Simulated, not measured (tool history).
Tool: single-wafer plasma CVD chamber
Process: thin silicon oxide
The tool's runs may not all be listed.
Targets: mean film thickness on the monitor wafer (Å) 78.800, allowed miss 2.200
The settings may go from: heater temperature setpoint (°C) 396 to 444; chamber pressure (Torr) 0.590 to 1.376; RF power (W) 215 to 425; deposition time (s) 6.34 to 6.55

run,hour,heater temperature setpoint (°C),chamber pressure (Torr),RF power (W),deposition time (s),mean film thickness on the monitor wafer (Å)
1,0.0,420,0.983,320,6.34,118.870
2,6.8,427,0.983,320,6.34,118.530
3,10.4,420,0.983,320,6.34,119.210
4,15.4,420,0.983,320,6.55,122.530
5,20.7,420,0.935,310,6.52,115.560
6,21.8,420,0.895,305,6.50,110.520
7,29.6,420,0.860,300,6.48,105.230
8,37.3,420,0.829,295,6.47,100.900
9,41.8,420,0.801,295,6.46,97.366
10,42.6,420,0.777,295,6.46,93.871
11,49.0,420,0.759,295,6.46,92.403
12,52.5,420,0.590,270,6.37,65.051
13,53.1,420,0.606,270,6.37,66.740
14,53.7,420,0.803,280,6.39,93.653
15,54.8,420,0.789,280,6.39,91.839
16,62.2,420,0.777,280,6.39,90.792
17,69.7,420,0.766,280,6.39,89.680
18,75.0,420,0.756,280,6.39,88.667
19,75.5,420,0.747,280,6.39,87.222
20,80.6,420,0.739,280,6.39,85.707
21,81.2,420,0.739,280,6.39,86.010
22,83.6,420,0.616,275,6.38,69.003

4 next moves are on the table. One of them brings every result within its allowed miss. Which?
A,86.0,421,0.678,275,6.52,?
B,86.0,422,0.660,260,6.55,?
C,86.0,421,0.677,300,6.55,?
D,86.0,422,0.706,275,6.55,?

move,mean film thickness on the monitor wafer (Å)
A,78.281
B,73.825
C,82.230
D,82.253
A: meets every target
B: nearer than the last run, and not there yet
C: takes the result that was furthest off past its target
D: takes the result that was furthest off past its target
The right move is A.
